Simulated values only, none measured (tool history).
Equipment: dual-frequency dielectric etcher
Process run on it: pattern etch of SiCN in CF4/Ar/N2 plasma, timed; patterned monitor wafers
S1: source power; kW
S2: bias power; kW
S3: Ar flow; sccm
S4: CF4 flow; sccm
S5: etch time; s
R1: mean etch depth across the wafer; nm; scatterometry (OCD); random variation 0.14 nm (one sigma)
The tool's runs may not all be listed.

| run | hour | S1 | S2 | S3 | S4 | S5 | R1 |
|---|---|---|---|---|---|---|---|
| 1 | 0.0 | 0.360 | 0.080 | 88 | 73 | 68.5 | 56.645 |
| 2 | 7.3 | 0.380 | 0.080 | 88 | 73 | 68.5 | 58.419 |
| 3 | 15.4 | 0.380 | 0.067 | 88 | 73 | 68.5 | 55.197 |
| 4 | 18.0 | 0.380 | 0.067 | 76 | 73 | 68.5 | 55.970 |
| 5 | 23.1 | 0.400 | 0.067 | 76 | 73 | 68.5 | 57.986 |
| 6 | 31.2 | 0.420 | 0.067 | 76 | 73 | 68.5 | 59.429 |
| 7 | 32.4 | 0.440 | 0.067 | 76 | 73 | 68.5 | 61.309 |
| 8 | 38.6 | 0.450 | 0.067 | 76 | 73 | 68.5 | 62.124 |
| 9 | 41.7 | 0.460 | 0.067 | 76 | 73 | 68.5 | 62.907 |
| 10 | 46.9 | 0.460 | 0.067 | 76 | 73 | 68.5 | 62.821 |
| 11 | 48.1 | 0.470 | 0.067 | 76 | 73 | 68.5 | 63.839 |

What does the tool deliver on the next run?
| 12 | 49.3 | 0.480 | 0.067 | 76 | 73 | 68.5 | ? |

R1: 64.790 nm

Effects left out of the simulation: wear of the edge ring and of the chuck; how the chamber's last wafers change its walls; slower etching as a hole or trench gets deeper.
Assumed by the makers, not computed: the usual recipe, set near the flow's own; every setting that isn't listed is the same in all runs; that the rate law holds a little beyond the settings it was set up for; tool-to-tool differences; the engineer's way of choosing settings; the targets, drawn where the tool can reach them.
